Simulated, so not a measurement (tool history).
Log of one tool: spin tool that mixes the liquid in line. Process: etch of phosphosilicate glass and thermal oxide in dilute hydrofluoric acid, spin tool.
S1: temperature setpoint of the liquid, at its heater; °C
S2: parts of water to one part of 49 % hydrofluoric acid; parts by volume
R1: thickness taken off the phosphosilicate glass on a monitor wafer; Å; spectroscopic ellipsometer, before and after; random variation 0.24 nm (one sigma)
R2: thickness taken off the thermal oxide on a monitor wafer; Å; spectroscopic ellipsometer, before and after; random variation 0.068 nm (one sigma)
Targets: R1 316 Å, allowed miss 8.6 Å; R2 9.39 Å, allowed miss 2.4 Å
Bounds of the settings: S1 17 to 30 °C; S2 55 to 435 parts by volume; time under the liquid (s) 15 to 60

Run 1, hour 0: S1 22 °C, S2 245 parts by volume, time under the liquid (s) 30. Result: R1 153.99 Å, R2 4.4274 Å.
Run 2, hour 8.1: S1 20 °C, S2 245 parts by volume, time under the liquid (s) 30. Result: R1 142.89 Å, R2 4.2923 Å.
Run 3, hour 14.5: S1 20 °C, S2 175 parts by volume, time under the liquid (s) 30. Result: R1 214.09 Å, R2 6.1642 Å.
Run 4, hour 21.9: S1 20 °C, S2 235 parts by volume, time under the liquid (s) 30. Result: R1 149 Å, R2 3.9755 Å.
Run 5, hour 25.5: S1 23 °C, S2 235 parts by volume, time under the liquid (s) 30. Result: R1 167.99 Å, R2 5.2881 Å.
Run 6, hour 29.9: S1 23 °C, S2 205 parts by volume, time under the liquid (s) 30. Result: R1 200.5 Å, R2 4.8335 Å.
Run 7, hour 32.4: S1 23 °C, S2 185 parts by volume, time under the liquid (s) 30. Result: R1 225.68 Å, R2 5.9944 Å.
Run 8, hour 41.2: S1 24.5 °C, S2 180 parts by volume, time under the liquid (s) 30. Result: R1 245.25 Å, R2 6.6037 Å.
Run 9, hour 44.5: S1 26 °C, S2 175 parts by volume, time under the liquid (s) 30. Result: R1 270.01 Å, R2 8.4632 Å.
Run 10, hour 49.4: S1 26.5 °C, S2 170 parts by volume, time under the liquid (s) 30. Result: R1 282.28 Å, R2 7.9407 Å.
Run 11, hour 50.6: S1 27.5 °C, S2 170 parts by volume, time under the liquid (s) 30. Result: R1 299.43 Å, R2 8.9418 Å.
Run 12, hour 54.8: S1 28 °C, S2 170 parts by volume, time under the liquid (s) 30. Result: R1 299.12 Å, R2 7.4464 Å.

5 next moves are on the table. One of them brings every result within its allowed miss. Which?
Run A, hour 59: S1 28 °C, S2 140 parts by volume, time under the liquid (s) 25. Result: R1 ?, R2 ?.
Run B, hour 59: S1 28.5 °C, S2 175 parts by volume, time under the liquid (s) 30. Result: R1 ?, R2 ?.
Run C, hour 59: S1 25 °C, S2 155 parts by volume, time under the liquid (s) 30. Result: R1 ?, R2 ?.
Run D, hour 59: S1 17 °C, S2 85 parts by volume, time under the liquid (s) 20. Result: R1 ?, R2 ?.
Run E, hour 59: S1 23.5 °C, S2 150 parts by volume, time under the liquid (s) 30. Result: R1 ?, R2 ?.

move      R1      R2
   A  315.26  9.1537
   B  295.04  8.5666
   C  299.97  8.7098
   D  285.86     8.3
   E  294.45  8.5494
A: meets every target
B: further off than the last run
C: nearer than the last run, and not there yet
D: further off than the last run
E: further off than the last run
The right move is A.
